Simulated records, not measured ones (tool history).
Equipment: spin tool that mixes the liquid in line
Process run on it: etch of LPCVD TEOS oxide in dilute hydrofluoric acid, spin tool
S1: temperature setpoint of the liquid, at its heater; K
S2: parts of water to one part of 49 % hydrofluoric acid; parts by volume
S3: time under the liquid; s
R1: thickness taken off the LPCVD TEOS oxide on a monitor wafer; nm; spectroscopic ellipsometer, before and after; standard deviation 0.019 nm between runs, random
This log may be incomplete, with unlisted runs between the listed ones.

run 1 day=0 | S1=294.15 S2=270 S3=85 | R1=6.7426
run 2 day=0.092 | S1=293.15 S2=270 S3=85 | R1=6.4793
run 3 day=0.125 | S1=293.15 S2=270 S3=85 | R1=6.4845
run 4 day=0.233 | S1=292.15 S2=270 S3=85 | R1=6.2556
run 5 day=0.458 | S1=291.65 S2=270 S3=85 | R1=6.1235
run 6 day=0.488 | S1=291.65 S2=345 S3=85 | R1=4.5153
run 7 day=0.85 | S1=295.65 S2=340 S3=85 | R1=5.3053

Estimate the outcome of run 8 from the log above:
run 8 day=1.112 | S1=296.65 S2=340 S3=85 | R1=?

{"run 8": {"R1": 5.5078}}
